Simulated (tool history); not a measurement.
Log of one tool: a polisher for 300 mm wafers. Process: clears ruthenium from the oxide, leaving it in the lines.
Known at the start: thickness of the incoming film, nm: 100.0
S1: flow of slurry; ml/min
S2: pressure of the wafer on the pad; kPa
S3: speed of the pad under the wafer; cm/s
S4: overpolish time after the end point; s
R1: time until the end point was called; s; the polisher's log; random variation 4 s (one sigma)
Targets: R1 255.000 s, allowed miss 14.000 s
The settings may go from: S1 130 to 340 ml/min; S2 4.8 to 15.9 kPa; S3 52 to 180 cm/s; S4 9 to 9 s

{"run": 1, "hour": 0.0, "S1": 220, "S2": 10.3, "S3": 116, "S4": 9, "R1": 118.87}
{"run": 2, "hour": 0.6, "S1": 220, "S2": 10.3, "S3": 130, "S4": 9, "R1": 110.48}
{"run": 3, "hour": 5.9, "S1": 220, "S2": 12.4, "S3": 130, "S4": 9, "R1": 89.838}
{"run": 4, "hour": 11.2, "S1": 220, "S2": 12.4, "S3": 130, "S4": 9, "R1": 89.616}
{"run": 5, "hour": 19.9, "S1": 220, "S2": 11.7, "S3": 124, "S4": 9, "R1": 99.432}
{"run": 6, "hour": 25.0, "S1": 220, "S2": 13.1, "S3": 124, "S4": 9, "R1": 88.394}
{"run": 7, "hour": 29.3, "S1": 220, "S2": 12.4, "S3": 118, "S4": 9, "R1": 98.509}
{"run": 8, "hour": 38.1, "S1": 220, "S2": 11.7, "S3": 114, "S4": 9, "R1": 109.89}
{"run": 9, "hour": 45.8, "S1": 220, "S2": 11.0, "S3": 110, "S4": 9, "R1": 115.12}
{"run": 10, "hour": 49.7, "S1": 220, "S2": 10.3, "S3": 104, "S4": 9, "R1": 134.53}
{"run": 11, "hour": 51.2, "S1": 220, "S2": 9.7, "S3": 102, "S4": 9, "R1": 141.72}
{"run": 12, "hour": 60.1, "S1": 220, "S2": 9.0, "S3": 100, "S4": 9, "R1": 157.82}
{"run": 13, "hour": 60.7, "S1": 220, "S2": 8.3, "S3": 98, "S4": 9, "R1": 170.19}
{"run": 14, "hour": 69.3, "S1": 220, "S2": 7.6, "S3": 96, "S4": 9, "R1": 190.33}
{"run": 15, "hour": 73.7, "S1": 220, "S2": 6.2, "S3": 94, "S4": 9, "R1": 235.46}

Which of these 5 next moves meets every target?
{"run": "A", "hour": 78.1, "S1": 225, "S2": 5.5, "S3": 88, "S4": 9, "R1": "?"}
{"run": "B", "hour": 78.1, "S1": 230, "S2": 6.9, "S3": 86, "S4": 9, "R1": "?"}
{"run": "C", "hour": 78.1, "S1": 225, "S2": 5.5, "S3": 100, "S4": 9, "R1": "?"}
{"run": "D", "hour": 78.1, "S1": 205, "S2": 6.2, "S3": 106, "S4": 9, "R1": "?"}
{"run": "E", "hour": 78.1, "S1": 245, "S2": 9.7, "S3": 62, "S4": 9, "R1": "?"}

move=A R1=272.960
move=B R1=224.750
move=C R1=244.310
move=D R1=209.350
move=E R1=212.570
A: takes the result that was furthest off past its target
B: further off than the last run
C: meets every target
D: further off than the last run
E: further off than the last run
The right move is C.
